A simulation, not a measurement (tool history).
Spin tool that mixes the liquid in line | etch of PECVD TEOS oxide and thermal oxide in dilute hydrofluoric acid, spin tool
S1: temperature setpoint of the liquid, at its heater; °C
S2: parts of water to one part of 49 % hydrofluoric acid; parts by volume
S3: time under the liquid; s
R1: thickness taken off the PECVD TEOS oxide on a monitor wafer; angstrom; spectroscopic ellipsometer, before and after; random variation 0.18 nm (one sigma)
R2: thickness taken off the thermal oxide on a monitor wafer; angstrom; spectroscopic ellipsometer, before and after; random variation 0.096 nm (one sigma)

run,day,S1,S2,S3,R1,R2
1,0.000,22.0,185,180,80.482,36.846
2,0.242,24.0,155,180,105.710,49.237
3,0.462,24.0,210,180,74.855,33.709
4,0.700,25.5,175,180,97.247,45.912
5,1.021,25.5,150,180,115.060,54.108
6,1.317,27.5,150,180,125.250,58.225
7,1.396,28.0,130,180,153.310,70.992
8,1.754,28.5,120,180,170.870,77.985
9,1.817,28.5,120,180,170.140,78.813
10,1.938,29.0,115,180,181.790,83.414
11,2.300,30.0,85,180,268.120,122.250
12,2.542,28.5,85,180,248.330,115.990
13,2.875,28.0,85,180,245.810,114.900

Run 14 comes next. What will it give?
14,3.133,27.5,85,180,?,?

{"run 14": {"R1": 240.11, "R2": 111.28}}
